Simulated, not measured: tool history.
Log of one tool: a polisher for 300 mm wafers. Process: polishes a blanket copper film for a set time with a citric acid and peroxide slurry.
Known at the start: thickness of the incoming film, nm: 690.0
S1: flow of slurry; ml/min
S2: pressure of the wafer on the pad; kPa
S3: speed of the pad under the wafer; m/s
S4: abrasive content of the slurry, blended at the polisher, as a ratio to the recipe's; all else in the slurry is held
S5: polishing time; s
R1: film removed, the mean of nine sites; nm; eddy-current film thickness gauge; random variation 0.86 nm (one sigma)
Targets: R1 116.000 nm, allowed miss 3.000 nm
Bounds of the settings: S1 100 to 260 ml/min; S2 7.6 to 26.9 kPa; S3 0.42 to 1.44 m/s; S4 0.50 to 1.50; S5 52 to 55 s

{"run": 1, "hour": 0.0, "S1": 165, "S2": 17.2, "S3": 0.92, "S4": 1.0, "S5": 52, "R1": 97.65}
{"run": 2, "hour": 3.2, "S1": 190, "S2": 17.2, "S3": 0.92, "S4": 1.0, "S5": 52, "R1": 99.666}
{"run": 3, "hour": 5.6, "S1": 195, "S2": 17.2, "S3": 0.92, "S4": 1.0, "S5": 52, "R1": 100.09}
{"run": 4, "hour": 6.7, "S1": 205, "S2": 18.6, "S3": 0.92, "S4": 1.0, "S5": 52, "R1": 108.41}
{"run": 5, "hour": 15.5, "S1": 205, "S2": 18.6, "S3": 0.78, "S4": 1.0, "S5": 52, "R1": 92.972}
{"run": 6, "hour": 18.7, "S1": 205, "S2": 18.6, "S3": 0.78, "S4": 0.85, "S5": 52, "R1": 90.995}
{"run": 7, "hour": 26.4, "S1": 205, "S2": 19.3, "S3": 0.78, "S4": 0.85, "S5": 52, "R1": 93.907}
{"run": 8, "hour": 34.3, "S1": 205, "S2": 20.0, "S3": 0.78, "S4": 0.85, "S5": 52, "R1": 97.276}
{"run": 9, "hour": 36.4, "S1": 205, "S2": 20.7, "S3": 0.78, "S4": 0.85, "S5": 52, "R1": 101.97}
{"run": 10, "hour": 38.5, "S1": 210, "S2": 22.1, "S3": 0.78, "S4": 0.85, "S5": 52, "R1": 106.96}
{"run": 11, "hour": 45.2, "S1": 220, "S2": 22.8, "S3": 0.78, "S4": 0.85, "S5": 52, "R1": 110.6}

4 next moves are on the table. One of them brings every result within its allowed miss. Which?
{"run": "A", "hour": 51.9, "S1": 220, "S2": 21.4, "S3": 0.78, "S4": 0.9, "S5": 53, "R1": "?"}
{"run": "B", "hour": 51.9, "S1": 225, "S2": 20.0, "S3": 0.82, "S4": 0.7, "S5": 54, "R1": "?"}
{"run": "C", "hour": 51.9, "S1": 200, "S2": 22.8, "S3": 0.76, "S4": 0.8, "S5": 54, "R1": "?"}
{"run": "D", "hour": 51.9, "S1": 190, "S2": 22.8, "S3": 0.82, "S4": 0.7, "S5": 54, "R1": "?"}

move=A R1=107.600
move=B R1=103.590
move=C R1=110.230
move=D R1=115.030
A: further off than the last run
B: further off than the last run
C: further off than the last run
D: meets every target
Answer: D
